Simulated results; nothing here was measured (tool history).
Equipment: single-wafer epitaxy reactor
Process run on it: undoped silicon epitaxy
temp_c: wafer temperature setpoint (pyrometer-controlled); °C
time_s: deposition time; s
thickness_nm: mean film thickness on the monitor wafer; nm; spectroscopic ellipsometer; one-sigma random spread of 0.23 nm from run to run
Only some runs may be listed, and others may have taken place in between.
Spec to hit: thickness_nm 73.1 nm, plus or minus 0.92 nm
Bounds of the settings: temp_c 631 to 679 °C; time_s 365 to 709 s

run 1 hour=0 | temp_c=655 time_s=537 | thickness_nm=100.77
run 2 hour=1 | temp_c=650 time_s=537 | thickness_nm=89.273
run 3 hour=4.8 | temp_c=659 time_s=537 | thickness_nm=110.62
run 4 hour=6.9 | temp_c=654 time_s=537 | thickness_nm=97.81
run 5 hour=10.4 | temp_c=650 time_s=537 | thickness_nm=89.5
run 6 hour=18.5 | temp_c=650 time_s=476 | thickness_nm=78.558
run 7 hour=23.3 | temp_c=649 time_s=476 | thickness_nm=76.751
run 8 hour=31.1 | temp_c=646 time_s=476 | thickness_nm=71.353
run 9 hour=38 | temp_c=646 time_s=476 | thickness_nm=71.76
run 10 hour=47.1 | temp_c=646 time_s=476 | thickness_nm=71.421

Which one of the following 5 next-run settings gets every result inside its allowed miss? There is exactly one.
run A hour=56.2 | temp_c=647 time_s=492 | thickness_nm=?
run B hour=56.2 | temp_c=644 time_s=526 | thickness_nm=?
run C hour=56.2 | temp_c=646 time_s=468 | thickness_nm=?
run D hour=56.2 | temp_c=650 time_s=456 | thickness_nm=?
run E hour=56.2 | temp_c=640 time_s=560 | thickness_nm=?

move=A thickness_nm=75.78
move=B thickness_nm=75.296
move=C thickness_nm=70.349
move=D thickness_nm=75.531
move=E thickness_nm=72.647
A: moves the result that the last run missed by most past its target, out the other side
B: moves the result that the last run missed by most past its target, out the other side
C: lands further from the targets than the last run did
D: moves the result that the last run missed by most past its target, out the other side
E: every result within its allowed miss
The move that meets every target is E.
